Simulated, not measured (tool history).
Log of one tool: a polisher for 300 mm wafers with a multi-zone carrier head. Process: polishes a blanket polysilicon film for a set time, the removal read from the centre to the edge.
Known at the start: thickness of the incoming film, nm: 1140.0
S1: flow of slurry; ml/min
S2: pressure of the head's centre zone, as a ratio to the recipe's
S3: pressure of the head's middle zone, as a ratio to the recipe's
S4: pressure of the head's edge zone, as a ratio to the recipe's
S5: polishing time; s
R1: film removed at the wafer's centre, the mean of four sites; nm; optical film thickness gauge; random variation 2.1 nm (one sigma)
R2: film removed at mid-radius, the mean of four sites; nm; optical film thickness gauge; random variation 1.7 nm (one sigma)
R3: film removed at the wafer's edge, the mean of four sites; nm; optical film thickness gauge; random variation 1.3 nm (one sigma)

run 1 hour=0 | S1=255 S2=1 S3=1 S4=1 S5=37 | R1=365.5 R2=381.71 R3=369.69
run 2 hour=6.2 | S1=230 S2=0.96 S3=0.95 S4=0.98 S5=32 | R1=304.94 R2=311.3 R3=313.54
run 3 hour=9.8 | S1=230 S2=0.96 S3=0.95 S4=0.98 S5=23 | R1=219.64 R2=220.68 R3=227.76
run 4 hour=10.3 | S1=225 S2=0.93 S3=0.93 S4=0.98 S5=22 | R1=205.27 R2=211.81 R3=216.25
run 5 hour=14.3 | S1=225 S2=0.93 S3=1 S4=0.98 S5=22 | R1=202.37 R2=224.11 R3=217.94
run 6 hour=23.2 | S1=220 S2=0.9 S3=0.95 S4=0.99 S5=21 | R1=194.33 R2=201.74 R3=210.66
run 7 hour=24.6 | S1=215 S2=0.88 S3=0.94 S4=1 S5=21 | R1=188.89 R2=201.08 R3=208.75
run 8 hour=26.8 | S1=210 S2=0.86 S3=0.92 S4=1.01 S5=21 | R1=186.9 R2=198.48 R3=208.95
run 9 hour=32.9 | S1=205 S2=0.85 S3=0.9 S4=1.02 S5=21 | R1=182.84 R2=193.81 R3=209.72
run 10 hour=33.4 | S1=200 S2=0.84 S3=0.88 S4=1.01 S5=21 | R1=183.27 R2=187.96 R3=208.29
run 11 hour=34.6 | S1=195 S2=0.83 S3=0.88 S4=1.01 S5=21 | R1=178.09 R2=186.85 R3=207.33

The next listed run, before its measurement:
run 12 hour=37.1 | S1=190 S2=0.83 S3=0.88 S4=1 S5=21 | R1=? R2=? R3=?

R1: 182.96 nm
R2: 185.14 nm
R3: 206.63 nm
